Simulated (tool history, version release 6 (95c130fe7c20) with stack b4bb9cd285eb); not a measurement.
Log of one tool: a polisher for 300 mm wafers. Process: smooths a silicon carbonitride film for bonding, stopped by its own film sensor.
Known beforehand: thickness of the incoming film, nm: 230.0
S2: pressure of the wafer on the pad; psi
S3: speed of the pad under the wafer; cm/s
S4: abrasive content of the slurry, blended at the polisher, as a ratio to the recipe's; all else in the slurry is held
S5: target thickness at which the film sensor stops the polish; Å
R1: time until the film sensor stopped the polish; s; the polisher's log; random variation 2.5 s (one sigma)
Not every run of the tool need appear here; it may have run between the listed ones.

{"run": 1, "hour": 0.0, "flow of slurry (ml/min)": 245, "S2": 1.6, "S3": 114, "S4": 1.0, "S5": 2090, "R1": 104.88}
{"run": 2, "hour": 1.3, "flow of slurry (ml/min)": 245, "S2": 1.4, "S3": 112, "S4": 1.0, "S5": 2090, "R1": 117.57}
{"run": 3, "hour": 4.2, "flow of slurry (ml/min)": 245, "S2": 1.2, "S3": 110, "S4": 1.0, "S5": 2090, "R1": 135.28}
{"run": 4, "hour": 5.5, "flow of slurry (ml/min)": 300, "S2": 1.2, "S3": 110, "S4": 1.0, "S5": 2090, "R1": 131.52}
{"run": 5, "hour": 7.1, "flow of slurry (ml/min)": 300, "S2": 1.2, "S3": 110, "S4": 1.0, "S5": 2110, "R1": 121.31}
{"run": 6, "hour": 13.8, "flow of slurry (ml/min)": 300, "S2": 1.2, "S3": 110, "S4": 1.15, "S5": 2110, "R1": 112.7}
{"run": 7, "hour": 17.8, "flow of slurry (ml/min)": 300, "S2": 1.0, "S3": 106, "S4": 1.15, "S5": 2110, "R1": 133.25}

Expected results for the next run?
{"run": 8, "hour": 20.1, "flow of slurry (ml/min)": 300, "S2": 0.9, "S3": 106, "S4": 1.15, "S5": 2110, "R1": "?"}

R1: 141.71 s

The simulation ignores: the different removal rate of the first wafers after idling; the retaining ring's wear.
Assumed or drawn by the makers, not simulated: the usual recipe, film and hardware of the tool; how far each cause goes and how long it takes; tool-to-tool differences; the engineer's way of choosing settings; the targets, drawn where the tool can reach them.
